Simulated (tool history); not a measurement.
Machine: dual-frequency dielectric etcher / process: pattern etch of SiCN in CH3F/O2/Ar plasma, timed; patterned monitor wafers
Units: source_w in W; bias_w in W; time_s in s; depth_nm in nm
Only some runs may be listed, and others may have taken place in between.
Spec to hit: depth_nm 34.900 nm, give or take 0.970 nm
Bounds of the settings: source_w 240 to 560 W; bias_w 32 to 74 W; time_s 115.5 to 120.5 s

run	hour	source_w	bias_w	time_s	depth_nm
1	0.0	400	53	115.5	38.383
2	3.3	400	53	120.5	40.401
3	10.1	380	52	120.5	38.914
4	13.2	370	52	120.5	38.848
5	16.5	350	51	120.5	37.673
6	17.3	350	51	120.5	37.531
7	25.5	340	51	120.5	37.366
# hour 26.6: wet clean of the chamber
8	26.6	330	51	120.5	38.188
9	29.1	330	49	120.0	37.191

Of the 4 settings listed for the next run, only one would bring every result within its allowed miss of target. Which one?
A	31.6	370	57	117.5	?
B	31.6	310	45	119.0	?
C	31.6	300	67	118.0	?
D	31.6	340	55	117.0	?

move	depth_nm
A	39.913
B	35.172
C	39.264
D	38.103
A: lands further from the targets than the last run did
B: in spec on every target
C: lands further from the targets than the last run did
D: lands further from the targets than the last run did
Move B is the one to make.

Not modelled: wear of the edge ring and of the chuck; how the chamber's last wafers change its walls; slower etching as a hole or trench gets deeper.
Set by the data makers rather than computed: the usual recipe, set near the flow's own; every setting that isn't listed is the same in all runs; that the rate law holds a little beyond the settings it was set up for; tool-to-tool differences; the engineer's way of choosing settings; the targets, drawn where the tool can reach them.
